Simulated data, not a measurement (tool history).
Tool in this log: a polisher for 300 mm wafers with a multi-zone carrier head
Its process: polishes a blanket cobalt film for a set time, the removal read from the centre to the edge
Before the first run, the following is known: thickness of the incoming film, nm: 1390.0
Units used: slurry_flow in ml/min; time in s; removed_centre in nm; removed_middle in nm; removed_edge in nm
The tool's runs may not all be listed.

run,hour,slurry_flow,centre_zone,middle_zone,edge_zone,time,removed_centre,removed_middle,removed_edge
1,0,190,1,1,1,85,311.02,313.62,325.08
2,5.3,190,1,1,0.93,85,299.99,316,317.44
3,7.7,190,1,1.07,0.93,85,315.65,332.34,311.93
4,9.9,190,1,1.14,0.93,85,301.89,349.33,318.91
5,18.6,190,1,1.14,0.97,85,307.47,352.35,322.35
6,25.3,180,0.99,1.1,0.95,77,274.89,308.18,284.66
7,31.2,175,0.98,1.06,0.95,71,250.7,271.14,263.35

Forecast run 8:
8,33.5,170,0.97,1.04,0.93,66,?,?,?

{"run 8": {"removed_centre": 225.32, "removed_middle": 248.32, "removed_edge": 246.78}}
